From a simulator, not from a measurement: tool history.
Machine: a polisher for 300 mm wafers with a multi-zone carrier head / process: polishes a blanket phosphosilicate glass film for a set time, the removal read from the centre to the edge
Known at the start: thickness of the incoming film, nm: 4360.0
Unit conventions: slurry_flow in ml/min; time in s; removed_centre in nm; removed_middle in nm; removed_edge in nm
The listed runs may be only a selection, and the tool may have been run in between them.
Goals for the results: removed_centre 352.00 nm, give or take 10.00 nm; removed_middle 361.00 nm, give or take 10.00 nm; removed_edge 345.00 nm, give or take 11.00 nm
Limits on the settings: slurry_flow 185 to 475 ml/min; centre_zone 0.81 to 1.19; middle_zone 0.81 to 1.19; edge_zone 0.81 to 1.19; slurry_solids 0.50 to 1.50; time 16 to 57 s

| run | hour | slurry_flow | centre_zone | middle_zone | edge_zone | slurry_solids | time | removed_centre | removed_middle | removed_edge |
|---|---|---|---|---|---|---|---|---|---|---|
| 1 | 0.0 | 305 | 1.00 | 1.00 | 1.00 | 1.00 | 36 | 423.73 | 443.63 | 433.34 |
| 2 | 2.5 | 305 | 0.97 | 1.00 | 1.00 | 1.00 | 36 | 422.37 | 435.37 | 438.70 |
| 3 | 10.3 | 305 | 0.97 | 1.03 | 1.00 | 1.00 | 36 | 423.84 | 452.87 | 440.94 |
| 4 | 18.7 | 305 | 0.90 | 1.03 | 1.00 | 1.00 | 36 | 389.33 | 448.38 | 437.96 |
| 5 | 23.4 | 305 | 0.90 | 0.99 | 1.00 | 1.00 | 36 | 391.26 | 439.87 | 438.37 |
| 6 | 32.2 | 305 | 0.90 | 0.99 | 1.00 | 1.00 | 32 | 345.18 | 386.82 | 397.16 |
| 7 | 33.5 | 305 | 0.90 | 0.99 | 1.00 | 1.00 | 32 | 345.60 | 383.97 | 396.39 |
| 8 | 38.6 | 295 | 0.92 | 0.98 | 0.95 | 1.00 | 32 | 350.17 | 380.09 | 387.04 |
| 9 | 41.4 | 290 | 0.94 | 0.99 | 0.91 | 0.95 | 32 | 354.19 | 380.59 | 374.01 |
| 10 | 43.1 | 285 | 0.95 | 0.98 | 0.88 | 0.90 | 32 | 344.28 | 370.20 | 355.06 |

5 candidate next runs follow, results not yet known. Just one meets every target within its allowed miss. Identify it.
| A | 44.8 | 260 | 1.02 | 1.03 | 0.92 | 0.95 | 30 | ? | ? | ? |
| B | 44.8 | 230 | 0.98 | 1.09 | 0.86 | 0.75 | 35 | ? | ? | ? |
| C | 44.8 | 350 | 0.93 | 0.99 | 0.86 | 1.25 | 27 | ? | ? | ? |
| D | 44.8 | 315 | 0.97 | 1.00 | 0.95 | 0.95 | 32 | ? | ? | ? |
| E | 44.8 | 250 | 0.97 | 1.06 | 0.81 | 1.00 | 31 | ? | ? | ? |

| move | removed_centre | removed_middle | removed_edge |
|---|---|---|---|
| A | 354.18 | 366.07 | 337.31 |
| B | 352.55 | 399.03 | 342.43 |
| C | 336.23 | 367.57 | 337.41 |
| D | 370.01 | 391.36 | 372.24 |
| E | 352.50 | 393.08 | 336.23 |
A: hits every target within its allowed miss
B: its largest miss is bigger than the last run's
C: the worst result of the last run now meets its target, but another is out of spec
D: its largest miss is bigger than the last run's
E: its largest miss is bigger than the last run's
Move A is the one to make.
